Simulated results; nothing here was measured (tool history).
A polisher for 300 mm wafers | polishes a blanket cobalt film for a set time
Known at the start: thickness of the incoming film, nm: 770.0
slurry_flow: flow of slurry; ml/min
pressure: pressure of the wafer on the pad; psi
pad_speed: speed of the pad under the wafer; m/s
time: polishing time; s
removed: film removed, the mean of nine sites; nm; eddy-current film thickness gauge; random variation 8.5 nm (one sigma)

Run 1, hour 0.0: slurry_flow 270 ml/min, pressure 2.2 psi, pad_speed 1.26 m/s, time 55 s. Result: removed 491.69 nm.
Run 2, hour 4.7: slurry_flow 270 ml/min, pressure 2.5 psi, pad_speed 1.26 m/s, time 55 s. Result: removed 544.85 nm.
Run 3, hour 10.8: slurry_flow 270 ml/min, pressure 2.5 psi, pad_speed 1.46 m/s, time 55 s. Result: removed 632.03 nm.
Run 4, hour 18.1: slurry_flow 270 ml/min, pressure 2.3 psi, pad_speed 1.46 m/s, time 55 s. Result: removed 578.16 nm.
Run 5, hour 20.0: slurry_flow 330 ml/min, pressure 2.3 psi, pad_speed 1.46 m/s, time 55 s. Result: removed 593.73 nm.
Run 6, hour 28.3: slurry_flow 330 ml/min, pressure 2.3 psi, pad_speed 1.58 m/s, time 55 s. Result: removed 619.66 nm.
Run 7, hour 29.2: slurry_flow 330 ml/min, pressure 2.4 psi, pad_speed 1.58 m/s, time 55 s. Result: removed 655.78 nm.
Run 8, hour 30.6: slurry_flow 330 ml/min, pressure 2.5 psi, pad_speed 1.58 m/s, time 55 s. Result: removed 692.20 nm.

The next listed run, before its measurement:
Run 9, hour 35.1: slurry_flow 330 ml/min, pressure 2.6 psi, pad_speed 1.58 m/s, time 55 s. Result: removed ?.

{"run 9": {"removed": 704.47}}
